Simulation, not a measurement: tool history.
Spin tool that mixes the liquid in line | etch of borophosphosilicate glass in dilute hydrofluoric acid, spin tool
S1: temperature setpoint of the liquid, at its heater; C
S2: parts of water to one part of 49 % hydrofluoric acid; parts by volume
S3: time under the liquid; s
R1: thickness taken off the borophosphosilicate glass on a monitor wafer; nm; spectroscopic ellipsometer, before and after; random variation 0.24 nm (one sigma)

Run 1, hour 0.0: S1 22.0 C, S2 225 parts by volume, S3 120 s. Result: R1 32.418 nm.
Run 2, hour 8.8: S1 22.0 C, S2 305 parts by volume, S3 120 s. Result: R1 22.340 nm.
Run 3, hour 15.0: S1 23.5 C, S2 305 parts by volume, S3 120 s. Result: R1 23.685 nm.
Run 4, hour 23.4: S1 26.5 C, S2 305 parts by volume, S3 120 s. Result: R1 25.851 nm.
Run 5, hour 32.2: S1 25.5 C, S2 305 parts by volume, S3 120 s. Result: R1 24.953 nm.
Run 6, hour 34.7: S1 26.5 C, S2 305 parts by volume, S3 120 s. Result: R1 25.881 nm.
Run 7, hour 39.7: S1 27.0 C, S2 305 parts by volume, S3 120 s. Result: R1 25.847 nm.

The next listed run, before its measurement:
Run 8, hour 45.6: S1 27.5 C, S2 305 parts by volume, S3 120 s. Result: R1 ?.

Run 8 gave R1 27.078 nm.
